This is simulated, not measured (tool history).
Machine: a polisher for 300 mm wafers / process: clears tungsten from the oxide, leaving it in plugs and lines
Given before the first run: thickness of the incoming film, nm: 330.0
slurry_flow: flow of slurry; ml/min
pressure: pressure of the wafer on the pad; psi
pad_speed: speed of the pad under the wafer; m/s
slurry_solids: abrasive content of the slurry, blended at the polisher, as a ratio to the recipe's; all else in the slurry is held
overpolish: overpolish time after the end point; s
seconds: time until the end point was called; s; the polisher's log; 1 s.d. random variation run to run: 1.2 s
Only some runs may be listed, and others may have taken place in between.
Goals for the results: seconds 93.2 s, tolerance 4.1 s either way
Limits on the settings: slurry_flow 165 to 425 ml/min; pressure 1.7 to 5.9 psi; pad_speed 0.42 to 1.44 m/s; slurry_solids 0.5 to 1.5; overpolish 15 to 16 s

Run 1, hour 0: slurry_flow 275 ml/min, pressure 3.8 psi, pad_speed 0.92 m/s, slurry_solids 1, overpolish 15 s. Result: seconds 68.248 s.
Run 2, hour 7.3: slurry_flow 275 ml/min, pressure 3.8 psi, pad_speed 0.92 m/s, slurry_solids 0.85, overpolish 15 s. Result: seconds 70.197 s.
Run 3, hour 8.8: slurry_flow 340 ml/min, pressure 3.8 psi, pad_speed 0.92 m/s, slurry_solids 0.85, overpolish 15 s. Result: seconds 69.509 s.
Run 4, hour 10.1: slurry_flow 340 ml/min, pressure 3.8 psi, pad_speed 1.02 m/s, slurry_solids 0.85, overpolish 15 s. Result: seconds 62.503 s.
Run 5, hour 11.1: slurry_flow 340 ml/min, pressure 3.6 psi, pad_speed 1.02 m/s, slurry_solids 0.85, overpolish 15 s. Result: seconds 65.831 s.
Run 6, hour 15: slurry_flow 340 ml/min, pressure 3.6 psi, pad_speed 1.02 m/s, slurry_solids 0.85, overpolish 15 s. Result: seconds 65.374 s.
Run 7, hour 23.9: slurry_flow 340 ml/min, pressure 3.5 psi, pad_speed 1.02 m/s, slurry_solids 0.85, overpolish 15 s. Result: seconds 67.388 s.
Run 8, hour 30.6: slurry_flow 340 ml/min, pressure 3.4 psi, pad_speed 1.02 m/s, slurry_solids 0.85, overpolish 15 s. Result: seconds 70.316 s.
Run 9, hour 35.7: slurry_flow 340 ml/min, pressure 2.4 psi, pad_speed 1 m/s, slurry_solids 0.85, overpolish 15 s. Result: seconds 99.347 s.

Below are 4 possible settings for the next run. Only one of them brings all results inside the allowed miss of their targets. Which is it?
Run A, hour 40.8: slurry_flow 395 ml/min, pressure 1.9 psi, pad_speed 1.16 m/s, slurry_solids 0.7, overpolish 16 s. Result: seconds ?.
Run B, hour 40.8: slurry_flow 350 ml/min, pressure 2.2 psi, pad_speed 1 m/s, slurry_solids 0.8, overpolish 15 s. Result: seconds ?.
Run C, hour 40.8: slurry_flow 350 ml/min, pressure 2.7 psi, pad_speed 1.04 m/s, slurry_solids 1, overpolish 15 s. Result: seconds ?.
Run D, hour 40.8: slurry_flow 340 ml/min, pressure 2.2 psi, pad_speed 1.14 m/s, slurry_solids 0.95, overpolish 15 s. Result: seconds ?.

move  seconds
   A   112.58
   B   111.16
   C   84.211
   D   94.744
A: lands further from the targets than the last run did
B: lands further from the targets than the last run did
C: moves the result that the last run missed by most past its target, out the other side
D: in spec on every target
The move that meets every target is D.
